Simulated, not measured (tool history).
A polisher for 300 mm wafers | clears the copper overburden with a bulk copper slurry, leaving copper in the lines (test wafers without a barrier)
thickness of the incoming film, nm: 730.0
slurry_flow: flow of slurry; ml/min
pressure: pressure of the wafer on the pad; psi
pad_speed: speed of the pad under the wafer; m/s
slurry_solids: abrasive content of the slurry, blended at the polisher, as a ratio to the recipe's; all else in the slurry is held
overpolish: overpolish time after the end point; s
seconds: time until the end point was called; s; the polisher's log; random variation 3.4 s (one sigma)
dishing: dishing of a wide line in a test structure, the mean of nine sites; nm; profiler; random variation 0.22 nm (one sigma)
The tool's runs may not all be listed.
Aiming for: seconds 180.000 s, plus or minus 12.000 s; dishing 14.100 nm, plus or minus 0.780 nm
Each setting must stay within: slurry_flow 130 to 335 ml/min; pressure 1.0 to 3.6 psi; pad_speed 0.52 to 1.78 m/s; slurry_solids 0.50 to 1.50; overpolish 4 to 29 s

Run 1, hour 0.0: slurry_flow 215 ml/min, pressure 2.3 psi, pad_speed 1.14 m/s, slurry_solids 1.00, overpolish 15 s. Result: seconds 87.998 s, dishing 64.287 nm.
Run 2, hour 1.0: slurry_flow 210 ml/min, pressure 1.9 psi, pad_speed 1.00 m/s, slurry_solids 1.00, overpolish 12 s. Result: seconds 121.870 s, dishing 43.019 nm.
Run 3, hour 7.5: slurry_flow 210 ml/min, pressure 1.9 psi, pad_speed 1.00 m/s, slurry_solids 1.00, overpolish 10 s. Result: seconds 119.440 s, dishing 37.625 nm.
Run 4, hour 10.7: slurry_flow 205 ml/min, pressure 1.6 psi, pad_speed 0.94 m/s, slurry_solids 1.05, overpolish 8 s. Result: seconds 141.300 s, dishing 26.269 nm.
Run 5, hour 13.9: slurry_flow 205 ml/min, pressure 1.4 psi, pad_speed 0.94 m/s, slurry_solids 1.05, overpolish 8 s. Result: seconds 168.570 s, dishing 23.078 nm.
Run 6, hour 17.5: slurry_flow 205 ml/min, pressure 1.4 psi, pad_speed 0.76 m/s, slurry_solids 1.05, overpolish 8 s. Result: seconds 198.840 s, dishing 20.317 nm.
Run 7, hour 21.8: slurry_flow 195 ml/min, pressure 1.3 psi, pad_speed 0.80 m/s, slurry_solids 1.20, overpolish 7 s. Result: seconds 200.260 s, dishing 17.807 nm.
Run 8, hour 26.9: slurry_flow 180 ml/min, pressure 1.3 psi, pad_speed 0.84 m/s, slurry_solids 1.30, overpolish 6 s. Result: seconds 190.410 s, dishing 15.965 nm.
Run 9, hour 28.8: slurry_flow 175 ml/min, pressure 1.3 psi, pad_speed 0.84 m/s, slurry_solids 1.35, overpolish 6 s. Result: seconds 195.690 s, dishing 16.302 nm.

Below are 4 possible settings for the next run. Only one of them brings all results inside the allowed miss of their targets. Which is it?
Run A, hour 30.7: slurry_flow 130 ml/min, pressure 1.4 psi, pad_speed 1.18 m/s, slurry_solids 1.35, overpolish 4 s. Result: seconds ?, dishing ?.
Run B, hour 30.7: slurry_flow 165 ml/min, pressure 1.2 psi, pad_speed 0.84 m/s, slurry_solids 1.35, overpolish 5 s. Result: seconds ?, dishing ?.
Run C, hour 30.7: slurry_flow 140 ml/min, pressure 1.4 psi, pad_speed 0.88 m/s, slurry_solids 1.25, overpolish 5 s. Result: seconds ?, dishing ?.
Run D, hour 30.7: slurry_flow 175 ml/min, pressure 1.5 psi, pad_speed 0.60 m/s, slurry_solids 1.50, overpolish 5 s. Result: seconds ?, dishing ?.

move  seconds  dishing
   A  143.760   14.328
   B  206.430   12.537
   C  180.890   14.240
   D  206.170   12.631
A: brings the last run's worst result on target, with another outside its allowed miss
B: takes the result that was furthest off past its target
C: meets every target
D: takes the result that was furthest off past its target
C meets every target.

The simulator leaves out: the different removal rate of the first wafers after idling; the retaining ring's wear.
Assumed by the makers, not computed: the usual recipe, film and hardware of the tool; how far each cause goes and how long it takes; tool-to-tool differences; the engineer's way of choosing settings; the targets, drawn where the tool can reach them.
